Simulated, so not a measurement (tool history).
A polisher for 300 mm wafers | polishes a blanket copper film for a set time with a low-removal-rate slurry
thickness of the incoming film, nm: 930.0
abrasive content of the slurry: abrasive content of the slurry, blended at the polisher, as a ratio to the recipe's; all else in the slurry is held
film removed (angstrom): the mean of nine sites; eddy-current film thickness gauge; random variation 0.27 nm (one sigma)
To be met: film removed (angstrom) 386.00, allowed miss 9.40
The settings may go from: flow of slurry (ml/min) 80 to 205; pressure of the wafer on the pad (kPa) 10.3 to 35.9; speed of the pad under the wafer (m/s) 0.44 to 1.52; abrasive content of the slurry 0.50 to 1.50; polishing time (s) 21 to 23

run,hour,flow of slurry (ml/min),pressure of the wafer on the pad (kPa),speed of the pad under the wafer (m/s),abrasive content of the slurry,polishing time (s),film removed (angstrom)
1,0.0,135,22.8,0.98,1.00,23,672.26
2,9.0,135,28.3,0.98,1.00,23,826.91
3,12.3,135,28.3,0.98,1.00,21,748.71
4,13.0,130,25.5,0.98,1.00,21,678.15
5,18.3,125,23.4,0.98,1.00,21,623.67
6,20.0,125,20.0,0.98,1.00,21,549.16
7,22.1,120,18.6,0.98,1.00,21,505.03
8,28.3,115,17.9,0.98,1.00,21,486.61
9,32.8,110,17.2,0.98,1.00,21,462.58
10,37.0,105,16.5,0.98,1.00,21,442.71
11,39.6,100,16.5,0.98,1.00,21,447.88
12,44.8,100,15.9,0.98,1.00,21,430.93

Which of these 5 next moves meets every target?
A,50.0,150,13.1,1.08,1.05,21,?
B,50.0,95,13.1,1.08,0.95,21,?
C,50.0,80,14.5,1.08,0.95,21,?
D,50.0,110,14.5,1.22,0.85,23,?
E,50.0,105,17.2,0.96,1.05,22,?

move,film removed (angstrom)
A,418.77
B,389.01
C,416.41
D,511.24
E,488.95
A: nearer than the last run, and not there yet
B: meets every target
C: nearer than the last run, and not there yet
D: further off than the last run
E: further off than the last run
Answer: B
